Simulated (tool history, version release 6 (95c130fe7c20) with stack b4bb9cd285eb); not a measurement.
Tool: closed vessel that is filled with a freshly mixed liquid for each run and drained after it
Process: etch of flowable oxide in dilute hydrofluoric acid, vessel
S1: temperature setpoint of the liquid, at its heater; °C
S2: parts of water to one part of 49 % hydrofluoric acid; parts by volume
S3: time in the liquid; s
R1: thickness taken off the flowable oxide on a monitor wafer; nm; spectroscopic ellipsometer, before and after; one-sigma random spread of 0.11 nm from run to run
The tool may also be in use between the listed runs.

run 1 hour=0 | S1=24 S2=45 S3=35 | R1=24.868
run 2 hour=5.1 | S1=23.5 S2=45 S3=35 | R1=24.465
run 3 hour=7 | S1=20 S2=45 S3=35 | R1=21.018
run 4 hour=16.2 | S1=20 S2=45 S3=35 | R1=21.202
run 5 hour=18.4 | S1=20 S2=45 S3=30 | R1=17.989
run 6 hour=22.4 | S1=20 S2=50 S3=30 | R1=16.372
run 7 hour=31.1 | S1=21.5 S2=50 S3=30 | R1=17.335
run 8 hour=39.6 | S1=23 S2=50 S3=30 | R1=18.294

Run 9, settings as shown, results not yet in. Your forecast:
run 9 hour=46.3 | S1=24 S2=50 S3=30 | R1=?

R1: 19.144 nm

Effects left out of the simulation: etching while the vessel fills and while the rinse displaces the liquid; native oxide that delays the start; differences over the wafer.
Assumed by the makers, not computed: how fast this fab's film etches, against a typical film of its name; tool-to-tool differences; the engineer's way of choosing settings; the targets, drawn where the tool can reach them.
